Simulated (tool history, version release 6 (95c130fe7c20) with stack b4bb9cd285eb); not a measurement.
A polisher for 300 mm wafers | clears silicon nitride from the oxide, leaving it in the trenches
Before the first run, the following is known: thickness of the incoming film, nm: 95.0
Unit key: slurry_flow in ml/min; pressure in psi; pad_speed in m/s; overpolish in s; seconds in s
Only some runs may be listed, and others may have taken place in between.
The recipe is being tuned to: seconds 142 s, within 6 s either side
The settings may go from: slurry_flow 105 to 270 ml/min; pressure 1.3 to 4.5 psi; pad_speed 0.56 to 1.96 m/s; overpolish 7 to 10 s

run 1 hour=0 | slurry_flow=175 pressure=2.9 pad_speed=1.26 overpolish=10 | seconds=89.42
run 2 hour=1 | slurry_flow=175 pressure=2.9 pad_speed=1.08 overpolish=10 | seconds=98.37
run 3 hour=7.5 | slurry_flow=175 pressure=2.6 pad_speed=1.08 overpolish=10 | seconds=108.92
run 4 hour=9.7 | slurry_flow=155 pressure=2.6 pad_speed=1.08 overpolish=10 | seconds=109.04
run 5 hour=15.5 | slurry_flow=155 pressure=3.3 pad_speed=1.08 overpolish=10 | seconds=86.997
run 6 hour=22.1 | slurry_flow=200 pressure=3.3 pad_speed=1.08 overpolish=10 | seconds=84.395
run 7 hour=23.5 | slurry_flow=200 pressure=2.5 pad_speed=1.04 overpolish=10 | seconds=113.43
run 8 hour=24.5 | slurry_flow=200 pressure=2.4 pad_speed=1.04 overpolish=10 | seconds=117.75
run 9 hour=26.2 | slurry_flow=200 pressure=2.3 pad_speed=1.04 overpolish=10 | seconds=124.66
run 10 hour=31 | slurry_flow=200 pressure=2.3 pad_speed=1.04 overpolish=10 | seconds=120.84
run 11 hour=36.6 | slurry_flow=200 pressure=2.2 pad_speed=1.04 overpolish=10 | seconds=128.78
run 12 hour=45.3 | slurry_flow=200 pressure=2.2 pad_speed=1.04 overpolish=10 | seconds=126.43
run 13 hour=49.2 | slurry_flow=200 pressure=2.2 pad_speed=1.04 overpolish=10 | seconds=129.33
run 14 hour=54.2 | slurry_flow=195 pressure=1.9 pad_speed=1.04 overpolish=10 | seconds=148.04
run 15 hour=56.6 | slurry_flow=200 pressure=1.9 pad_speed=1.04 overpolish=10 | seconds=150.02

Which one of the following 5 next-run settings gets every result inside its allowed miss? There is exactly one.
run A hour=59 | slurry_flow=265 pressure=1.8 pad_speed=1.14 overpolish=7 | seconds=?
run B hour=59 | slurry_flow=165 pressure=1.5 pad_speed=1.3 overpolish=9 | seconds=?
run C hour=59 | slurry_flow=200 pressure=1.4 pad_speed=1.32 overpolish=10 | seconds=?
run D hour=59 | slurry_flow=220 pressure=1.8 pad_speed=1 overpolish=8 | seconds=?
run E hour=59 | slurry_flow=160 pressure=1.8 pad_speed=1.02 overpolish=9 | seconds=?

move=A seconds=145.16
move=B seconds=166.63
move=C seconds=172.53
move=D seconds=159.65
move=E seconds=163.16
A: all results in spec
B: further off than the last run
C: further off than the last run
D: further off than the last run
E: further off than the last run
The right move is A.
